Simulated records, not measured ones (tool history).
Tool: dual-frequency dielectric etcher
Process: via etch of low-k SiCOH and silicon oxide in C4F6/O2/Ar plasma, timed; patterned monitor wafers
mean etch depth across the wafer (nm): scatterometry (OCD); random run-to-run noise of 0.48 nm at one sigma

run  hour  source power (W)  bias power (W)  etch time (s)  mean etch depth across the wafer (nm)
  1     0               260             199             75                                 216.15
  2   2.8               260             199           78.5                                 225.56
  3   8.1               240             196           78.5                                 218.69
  4  15.2               260             196           78.5                                 225.82
  5  17.2               260             211           78.5                                 229.98
  6  22.8               230             207           78.5                                 217.78

Run 7 has not been measured yet. What should we expect?
  7  28.7               210             205           78.5                                      ?

mean etch depth across the wafer (nm): 211.04

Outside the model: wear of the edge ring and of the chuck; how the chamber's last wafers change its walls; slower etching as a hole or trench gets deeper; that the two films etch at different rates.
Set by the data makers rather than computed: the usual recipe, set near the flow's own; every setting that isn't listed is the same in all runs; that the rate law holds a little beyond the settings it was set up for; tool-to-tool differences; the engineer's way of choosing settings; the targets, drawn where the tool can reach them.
